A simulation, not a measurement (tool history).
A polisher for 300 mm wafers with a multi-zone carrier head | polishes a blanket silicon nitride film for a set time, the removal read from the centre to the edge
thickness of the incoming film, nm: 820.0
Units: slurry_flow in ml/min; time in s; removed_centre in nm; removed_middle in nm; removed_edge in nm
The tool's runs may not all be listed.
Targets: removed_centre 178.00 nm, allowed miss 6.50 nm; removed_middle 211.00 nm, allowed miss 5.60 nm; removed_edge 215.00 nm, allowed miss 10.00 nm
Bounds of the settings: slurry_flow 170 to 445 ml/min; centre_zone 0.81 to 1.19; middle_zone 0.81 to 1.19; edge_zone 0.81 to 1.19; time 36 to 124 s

{"run": 1, "hour": 0.0, "slurry_flow": 285, "centre_zone": 1.0, "middle_zone": 1.0, "edge_zone": 1.0, "time": 79, "removed_centre": 139.71, "removed_middle": 144.64, "removed_edge": 148.39}
{"run": 2, "hour": 1.8, "slurry_flow": 285, "centre_zone": 1.0, "middle_zone": 1.0, "edge_zone": 1.0, "time": 91, "removed_centre": 165.4, "removed_middle": 166.9, "removed_edge": 171.77}
{"run": 3, "hour": 8.2, "slurry_flow": 290, "centre_zone": 0.98, "middle_zone": 1.03, "edge_zone": 1.04, "time": 94, "removed_centre": 166.56, "removed_middle": 178.47, "removed_edge": 183.14}
{"run": 4, "hour": 11.1, "slurry_flow": 300, "centre_zone": 0.98, "middle_zone": 1.05, "edge_zone": 1.07, "time": 95, "removed_centre": 169.13, "removed_middle": 182.47, "removed_edge": 186.78}
{"run": 5, "hour": 17.8, "slurry_flow": 300, "centre_zone": 0.97, "middle_zone": 1.07, "edge_zone": 1.09, "time": 97, "removed_centre": 169.59, "removed_middle": 189.17, "removed_edge": 189.92}
{"run": 6, "hour": 20.2, "slurry_flow": 305, "centre_zone": 0.96, "middle_zone": 1.08, "edge_zone": 1.11, "time": 99, "removed_centre": 175.69, "removed_middle": 193.74, "removed_edge": 193.86}
{"run": 7, "hour": 22.5, "slurry_flow": 300, "centre_zone": 0.94, "middle_zone": 1.08, "edge_zone": 1.12, "time": 101, "removed_centre": 173.06, "removed_middle": 200.03, "removed_edge": 204.33}
{"run": 8, "hour": 28.8, "slurry_flow": 300, "centre_zone": 0.94, "middle_zone": 1.08, "edge_zone": 1.13, "time": 102, "removed_centre": 175.39, "removed_middle": 201.54, "removed_edge": 201.75}

Which of these 4 next moves meets every target?
{"run": "A", "hour": 35.1, "slurry_flow": 295, "centre_zone": 0.91, "middle_zone": 1.08, "edge_zone": 1.13, "time": 106, "removed_centre": "?", "removed_middle": "?", "removed_edge": "?"}
{"run": "B", "hour": 35.1, "slurry_flow": 340, "centre_zone": 0.81, "middle_zone": 0.9, "edge_zone": 1.18, "time": 117, "removed_centre": "?", "removed_middle": "?", "removed_edge": "?"}
{"run": "C", "hour": 35.1, "slurry_flow": 275, "centre_zone": 0.94, "middle_zone": 0.94, "edge_zone": 1.14, "time": 105, "removed_centre": "?", "removed_middle": "?", "removed_edge": "?"}
{"run": "D", "hour": 35.1, "slurry_flow": 280, "centre_zone": 0.99, "middle_zone": 1.19, "edge_zone": 1.14, "time": 93, "removed_centre": "?", "removed_middle": "?", "removed_edge": "?"}

move=A removed_centre=175.03 removed_middle=208.86 removed_edge=215.18
move=B removed_centre=176.50 removed_middle=200.62 removed_edge=246.14
move=C removed_centre=176.82 removed_middle=182.50 removed_edge=213.22
move=D removed_centre=164.85 removed_middle=197.95 removed_edge=188.52
A: meets every target
B: further off than the last run
C: further off than the last run
D: further off than the last run
The right move is A.
